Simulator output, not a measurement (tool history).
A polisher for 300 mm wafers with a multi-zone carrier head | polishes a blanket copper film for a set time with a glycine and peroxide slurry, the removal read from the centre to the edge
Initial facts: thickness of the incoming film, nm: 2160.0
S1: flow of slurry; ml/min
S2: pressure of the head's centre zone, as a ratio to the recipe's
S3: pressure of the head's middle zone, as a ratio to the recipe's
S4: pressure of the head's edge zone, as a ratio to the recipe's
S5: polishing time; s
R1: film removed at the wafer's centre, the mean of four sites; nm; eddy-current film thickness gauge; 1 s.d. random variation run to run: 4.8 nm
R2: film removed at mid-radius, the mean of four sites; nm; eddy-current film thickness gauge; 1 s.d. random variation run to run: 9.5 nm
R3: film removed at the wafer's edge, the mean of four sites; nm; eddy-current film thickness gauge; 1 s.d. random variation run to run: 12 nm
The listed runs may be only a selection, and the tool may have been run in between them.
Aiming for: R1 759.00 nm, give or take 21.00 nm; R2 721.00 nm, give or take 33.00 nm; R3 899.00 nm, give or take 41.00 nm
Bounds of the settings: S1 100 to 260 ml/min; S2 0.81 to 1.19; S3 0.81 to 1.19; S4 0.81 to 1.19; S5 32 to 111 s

run 1 hour=0.0 | S1=165 S2=1.00 S3=1.00 S4=1.00 S5=71 | R1=515.18 R2=532.65 R3=536.14
run 2 hour=0.8 | S1=165 S2=1.00 S3=0.96 S4=1.00 S5=71 | R1=517.90 R2=507.81 R3=532.34
run 3 hour=5.0 | S1=165 S2=1.00 S3=0.89 S4=1.00 S5=71 | R1=520.13 R2=494.04 R3=543.37
run 4 hour=13.8 | S1=165 S2=1.00 S3=0.88 S4=1.02 S5=74 | R1=543.85 R2=501.89 R3=559.67
run 5 hour=20.2 | S1=165 S2=1.00 S3=0.88 S4=0.98 S5=74 | R1=543.58 R2=486.22 R3=557.19
run 6 hour=21.8 | S1=165 S2=1.00 S3=0.88 S4=0.94 S5=74 | R1=539.99 R2=497.00 R3=559.32
-- hour=29.5 worn pad replaced by a new one
run 7 hour=29.5 | S1=165 S2=0.99 S3=0.87 S4=0.94 S5=78 | R1=618.96 R2=569.35 R3=644.48
run 8 hour=30.5 | S1=165 S2=0.99 S3=0.87 S4=0.94 S5=78 | R1=620.88 R2=580.62 R3=654.26
run 9 hour=38.2 | S1=165 S2=0.98 S3=0.86 S4=0.93 S5=79 | R1=629.02 R2=587.39 R3=657.21
run 10 hour=39.0 | S1=160 S2=0.97 S3=0.85 S4=0.92 S5=80 | R1=626.75 R2=580.80 R3=665.96
run 11 hour=41.2 | S1=190 S2=0.94 S3=0.83 S4=1.02 S5=96 | R1=745.61 R2=690.72 R3=832.29

Which of these 5 next moves meets every target?
run A hour=43.4 | S1=165 S2=0.98 S3=0.84 S4=0.98 S5=92 | R1=? R2=? R3=?
run B hour=43.4 | S1=165 S2=0.98 S3=0.81 S4=1.00 S5=96 | R1=? R2=? R3=?
run C hour=43.4 | S1=180 S2=0.89 S3=0.81 S4=1.02 S5=103 | R1=? R2=? R3=?
run D hour=43.4 | S1=205 S2=0.96 S3=0.87 S4=1.04 S5=95 | R1=? R2=? R3=?
run E hour=43.4 | S1=205 S2=1.01 S3=1.02 S4=0.97 S5=86 | R1=? R2=? R3=?

move=A R1=734.31 R2=651.74 R3=785.80
move=B R1=766.08 R2=660.16 R3=826.40
move=C R1=756.86 R2=717.88 R3=901.72
move=D R1=769.05 R2=714.45 R3=848.22
move=E R1=733.52 R2=738.62 R3=746.84
A: the biggest miss grows against the last run
B: the biggest miss grows against the last run
C: meets every target
D: moves toward the targets from the last run without getting all of them in spec
E: the biggest miss grows against the last run
So the answer is move C, the one that meets all the targets.
